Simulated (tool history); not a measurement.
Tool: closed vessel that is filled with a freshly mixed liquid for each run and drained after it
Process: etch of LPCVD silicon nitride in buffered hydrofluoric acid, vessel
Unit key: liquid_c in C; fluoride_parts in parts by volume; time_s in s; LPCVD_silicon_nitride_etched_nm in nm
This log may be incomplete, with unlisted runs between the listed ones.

run	hour	liquid_c	fluoride_parts	time_s	LPCVD_silicon_nitride_etched_nm
1	0.0	24.0	12	2820	39.772
2	8.3	23.5	12	2820	38.512
3	10.8	23.0	12	2820	37.838
4	16.6	26.5	12	2820	45.736
5	23.3	25.5	12	2820	43.204
6	26.9	25.5	12	2820	43.133
7	32.1	21.5	12	2820	34.540

Run 8 is up next; what results do you expect?
# hour 40.7: hydrofluoric acid flow meter replaced
8	40.7	21.0	12	2820	?

{"run 8": {"LPCVD_silicon_nitride_etched_nm": 30.98}}
